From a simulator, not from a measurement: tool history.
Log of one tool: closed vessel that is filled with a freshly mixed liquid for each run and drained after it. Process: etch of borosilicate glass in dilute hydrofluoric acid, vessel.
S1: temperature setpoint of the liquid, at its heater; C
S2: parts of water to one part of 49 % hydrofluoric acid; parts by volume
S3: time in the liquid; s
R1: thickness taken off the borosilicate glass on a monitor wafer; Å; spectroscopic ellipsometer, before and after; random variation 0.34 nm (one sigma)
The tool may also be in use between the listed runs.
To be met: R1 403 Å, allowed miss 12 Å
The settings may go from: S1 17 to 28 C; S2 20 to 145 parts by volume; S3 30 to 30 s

run 1 hour=0 | S1=20 S2=80 S3=30 | R1=125.42
run 2 hour=3.9 | S1=22 S2=65 S3=30 | R1=171.09
run 3 hour=9 | S1=22 S2=65 S3=30 | R1=169.9
run 4 hour=14.6 | S1=23.5 S2=55 S3=30 | R1=217.26
run 5 hour=15.1 | S1=21 S2=55 S3=30 | R1=197.64
run 6 hour=20.6 | S1=23 S2=55 S3=30 | R1=214.22
run 7 hour=27.6 | S1=24 S2=50 S3=30 | R1=242.54
-- hour=31.4 hydrofluoric acid flow meter replaced
run 8 hour=31.4 | S1=25 S2=45 S3=30 | R1=262.04
run 9 hour=37.2 | S1=25.5 S2=40 S3=30 | R1=302.14
run 10 hour=41.6 | S1=28 S2=30 S3=30 | R1=455.52
run 11 hour=45.7 | S1=27.5 S2=30 S3=30 | R1=449.15
run 12 hour=52.1 | S1=27 S2=30 S3=30 | R1=433.48
run 13 hour=54.2 | S1=26.5 S2=30 S3=30 | R1=427.67
run 14 hour=61.8 | S1=26 S2=30 S3=30 | R1=427.75

Which of these 4 next moves meets every target?
run A hour=69.4 | S1=28 S2=30 S3=30 | R1=?
run B hour=69.4 | S1=27 S2=30 S3=30 | R1=?
run C hour=69.4 | S1=27.5 S2=30 S3=30 | R1=?
run D hour=69.4 | S1=25 S2=30 S3=30 | R1=?

move=A R1=455.41
move=B R1=437.22
move=C R1=446.24
move=D R1=402.61
A: further off than the last run
B: further off than the last run
C: further off than the last run
D: meets every target
Answer: D
